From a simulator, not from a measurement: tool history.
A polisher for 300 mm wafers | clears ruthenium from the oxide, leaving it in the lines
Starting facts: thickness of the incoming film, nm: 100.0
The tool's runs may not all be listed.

run	hour	flow of slurry (ml/min)	pressure of the wafer on the pad (psi)	speed of the pad under the wafer (cm/s)	overpolish time after the end point (s)	time until the end point was called (s)
1	0.0	180	2.6	90	23	78.118
2	1.4	180	2.6	106	23	69.276
3	2.1	180	2.6	126	23	62.215
4	5.1	135	2.6	126	23	65.298
5	14.0	135	3.1	126	23	56.508
6	17.2	130	2.7	126	23	63.829
7	25.7	125	2.4	126	23	70.521
8	31.8	120	2.2	126	23	76.098
9	36.7	120	2.0	126	23	83.414
10	42.6	120	1.9	126	23	86.283

Predict the results of run 11:
11	44.8	120	1.8	126	23	?

Run 11 measured time until the end point was called (s) 89.735.
